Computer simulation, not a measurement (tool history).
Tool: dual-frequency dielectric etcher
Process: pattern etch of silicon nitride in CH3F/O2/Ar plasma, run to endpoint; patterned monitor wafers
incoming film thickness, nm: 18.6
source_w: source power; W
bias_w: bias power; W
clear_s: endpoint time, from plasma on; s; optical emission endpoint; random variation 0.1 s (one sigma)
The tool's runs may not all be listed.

run	hour	source_w	bias_w	clear_s
1	0.0	500	73	25.581
2	7.1	520	74	25.159
3	11.5	540	75	24.698
4	14.0	540	83	23.940
5	15.5	540	72	24.842
6	20.1	560	73	24.385
7	25.8	570	73	24.269

The next listed run, before its measurement:
8	33.1	580	73	?

{"run 8": {"clear_s": 24.295}}

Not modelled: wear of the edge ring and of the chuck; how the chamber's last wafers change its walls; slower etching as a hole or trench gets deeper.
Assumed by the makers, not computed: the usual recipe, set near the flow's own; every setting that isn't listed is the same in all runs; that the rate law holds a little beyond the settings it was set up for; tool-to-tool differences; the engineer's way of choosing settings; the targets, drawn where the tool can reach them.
